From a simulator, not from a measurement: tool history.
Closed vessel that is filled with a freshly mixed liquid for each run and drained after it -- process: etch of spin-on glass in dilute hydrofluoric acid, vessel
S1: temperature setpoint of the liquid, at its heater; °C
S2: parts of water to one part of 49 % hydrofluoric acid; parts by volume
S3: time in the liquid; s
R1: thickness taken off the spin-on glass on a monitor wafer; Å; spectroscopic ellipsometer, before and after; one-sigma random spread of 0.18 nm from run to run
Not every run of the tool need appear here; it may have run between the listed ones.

run,hour,S1,S2,S3,R1
1,0.0,24.0,275,200,104.55
2,6.7,24.0,235,200,127.10
3,11.9,25.0,220,200,142.81
4,20.2,25.0,160,200,208.85
5,23.5,25.0,160,200,213.77
6,30.7,23.5,160,200,200.73
7,34.1,24.5,160,200,205.56
8,43.0,25.5,160,200,217.35
9,51.6,26.0,160,200,218.97
10,55.7,27.0,160,200,224.83
11,60.5,27.5,160,200,230.22
12,67.2,28.0,160,200,236.53
13,70.5,28.5,160,200,238.69

The next listed run, before its measurement:
14,74.9,28.5,160,200,?

R1: 240.99 Å
